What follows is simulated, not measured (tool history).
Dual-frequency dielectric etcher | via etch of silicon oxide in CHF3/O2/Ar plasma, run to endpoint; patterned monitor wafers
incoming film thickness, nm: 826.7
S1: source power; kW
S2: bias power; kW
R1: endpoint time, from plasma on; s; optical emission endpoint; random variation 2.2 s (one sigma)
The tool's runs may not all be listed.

run,day,S1,S2,R1
1,0.000,0.650,0.217,393.01
2,0.038,0.560,0.190,443.71
3,0.200,0.670,0.190,410.58
4,0.275,0.670,0.209,395.84
5,0.588,0.580,0.193,430.67
6,0.846,0.500,0.193,457.08

Run 7 comes next. What will it give?
7,1.050,0.460,0.183,?

Run 7 gave R1 486.49 s.
